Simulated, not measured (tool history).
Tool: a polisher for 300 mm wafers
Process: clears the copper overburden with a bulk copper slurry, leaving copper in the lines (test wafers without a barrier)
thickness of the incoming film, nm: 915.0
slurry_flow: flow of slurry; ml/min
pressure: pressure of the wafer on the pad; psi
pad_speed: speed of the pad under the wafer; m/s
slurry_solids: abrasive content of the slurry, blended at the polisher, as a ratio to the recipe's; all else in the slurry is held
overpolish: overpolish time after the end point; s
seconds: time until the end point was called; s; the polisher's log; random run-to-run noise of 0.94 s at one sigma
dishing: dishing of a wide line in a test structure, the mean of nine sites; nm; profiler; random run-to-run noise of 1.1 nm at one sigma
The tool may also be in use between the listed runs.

run	hour	slurry_flow	pressure	pad_speed	slurry_solids	overpolish	seconds	dishing
1	0.0	175	1.8	1.32	1.0	22	156.43	64.185
2	3.1	160	1.8	1.32	1.0	22	156.87	62.106
3	11.0	160	1.4	1.32	1.0	22	204.01	51.093
4	13.0	195	1.4	1.32	1.0	22	194.83	53.858
5	19.1	170	1.4	1.32	1.0	22	198.29	52.497
6	20.9	170	1.4	1.32	1.2	22	190.44	54.554
7	21.6	175	1.5	1.32	1.2	21	175.04	54.253
8	29.7	175	1.5	1.32	1.2	21	178.41	55.338
9	38.1	180	1.6	1.32	1.2	20	165.55	54.584
10	39.6	185	1.7	1.32	1.2	20	155.95	57.684
# hour 44.0: worn pad replaced by a new one
11	44.0	185	1.8	1.32	1.2	20	134.99	65.567

What will run 12 give?
12	44.7	190	1.8	1.32	1.2	20	?	?

{"run 12": {"seconds": 135.02, "dishing": 62.711}}
